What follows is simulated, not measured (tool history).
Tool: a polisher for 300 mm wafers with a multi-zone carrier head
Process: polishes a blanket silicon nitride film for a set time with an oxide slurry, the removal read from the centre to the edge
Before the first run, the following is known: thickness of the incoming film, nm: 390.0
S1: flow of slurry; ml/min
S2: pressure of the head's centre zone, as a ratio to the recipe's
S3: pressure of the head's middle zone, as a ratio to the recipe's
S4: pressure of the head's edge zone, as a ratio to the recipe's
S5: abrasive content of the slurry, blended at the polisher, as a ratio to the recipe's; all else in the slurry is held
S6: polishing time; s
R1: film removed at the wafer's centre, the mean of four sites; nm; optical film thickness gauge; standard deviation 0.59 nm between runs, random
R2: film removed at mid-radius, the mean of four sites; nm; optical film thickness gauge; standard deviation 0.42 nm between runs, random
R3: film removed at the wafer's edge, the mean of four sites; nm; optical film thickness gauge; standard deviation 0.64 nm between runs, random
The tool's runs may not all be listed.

run	day	S1	S2	S3	S4	S5	S6	R1	R2	R3
1	0	290	1	1	1	1	74	66.135	67.521	66.773
2	0.25	290	0.99	0.98	0.98	0.9	72	61.149	62.612	60.987
3	0.467	330	0.99	0.98	0.98	0.9	72	62.67	62.412	62.924
4	0.496	385	0.99	0.98	0.98	0.9	72	63.899	63.202	61.301
5	0.742	385	0.98	0.96	0.97	0.8	70	57.656	56.546	55.18
6	1.042	385	0.98	1	0.97	0.8	70	56.701	57.636	56.35

For run 7, what comes out?
7	1.296	385	0.97	0.98	0.97	0.75	69	?	?	?

Run 7 came out at R1 52.417 nm, R2 55.017 nm, R3 52.932 nm.

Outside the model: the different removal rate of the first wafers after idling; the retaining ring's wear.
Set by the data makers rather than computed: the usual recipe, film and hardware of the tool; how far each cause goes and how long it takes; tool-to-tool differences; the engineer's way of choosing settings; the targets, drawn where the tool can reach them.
